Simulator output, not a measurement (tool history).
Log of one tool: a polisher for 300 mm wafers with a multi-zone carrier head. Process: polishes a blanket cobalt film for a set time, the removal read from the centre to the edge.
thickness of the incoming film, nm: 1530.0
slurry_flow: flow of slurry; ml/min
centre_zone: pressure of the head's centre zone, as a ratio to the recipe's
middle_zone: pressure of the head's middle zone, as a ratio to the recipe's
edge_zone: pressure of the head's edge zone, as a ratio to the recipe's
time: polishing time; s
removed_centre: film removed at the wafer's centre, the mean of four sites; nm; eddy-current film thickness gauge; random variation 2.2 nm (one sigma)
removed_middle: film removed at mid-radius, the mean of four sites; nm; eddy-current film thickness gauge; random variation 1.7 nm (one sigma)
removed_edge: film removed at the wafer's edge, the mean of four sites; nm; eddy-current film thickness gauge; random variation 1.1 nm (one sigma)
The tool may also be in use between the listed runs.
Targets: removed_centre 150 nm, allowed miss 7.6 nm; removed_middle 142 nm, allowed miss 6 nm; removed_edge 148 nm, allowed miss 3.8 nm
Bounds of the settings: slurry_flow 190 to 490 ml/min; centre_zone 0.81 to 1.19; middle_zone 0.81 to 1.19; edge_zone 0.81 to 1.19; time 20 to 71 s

run  hour  slurry_flow  centre_zone  middle_zone  edge_zone  time  removed_centre  removed_middle  removed_edge
  1     0          315            1            1          1    45          221.47          225.95        223.95
  2   7.4          310         0.99         0.97       0.97    42          206.03          206.27        207.72
  3  15.5          310         0.91         0.97       0.97    42          187.01          201.75        206.47
  4  21.4          380         0.91         0.97       0.97    42          191.37          209.02        209.91
  5  23.6          375         0.92         0.95       0.94    39          180.41          198.09        192.74
  6  30.4          375         0.92         0.95       0.87    39          177.99          197.84        189.04
  7  38.8          365         0.93         0.92       0.87    37          171.62          177.08        179.23
  8  42.2          365         0.94         0.91       0.86    35          164.67          169.05        167.99
  9  50.7          360         0.94          0.9       0.85    34          156.88          159.36        163.17
 10  57.5          335            1         0.88       0.81    30          147.83           139.5        139.89

Which of these 5 next moves meets every target?
  A  64.3          230         1.12         1.01       0.83    28               ?               ?             ?
  B  64.3          270         1.11         0.89       0.91    31               ?               ?             ?
  C  64.3          480         0.97         0.83       0.82    31               ?               ?             ?
  D  64.3          475         1.16         1.11       0.81    29               ?               ?             ?
  E  64.3          420         1.03         1.09       0.83    29               ?               ?             ?

move  removed_centre  removed_middle  removed_edge
   A          143.87          133.81         127.3
   B          161.62           140.5        147.46
   C          149.27          142.28        148.77
   D          167.32          157.88        138.24
   E          147.06          154.89        138.34
A: further off than the last run
B: brings the result that was furthest off to its target, and leaves another outside
C: meets every target
D: further off than the last run
E: further off than the last run
The right move is C.

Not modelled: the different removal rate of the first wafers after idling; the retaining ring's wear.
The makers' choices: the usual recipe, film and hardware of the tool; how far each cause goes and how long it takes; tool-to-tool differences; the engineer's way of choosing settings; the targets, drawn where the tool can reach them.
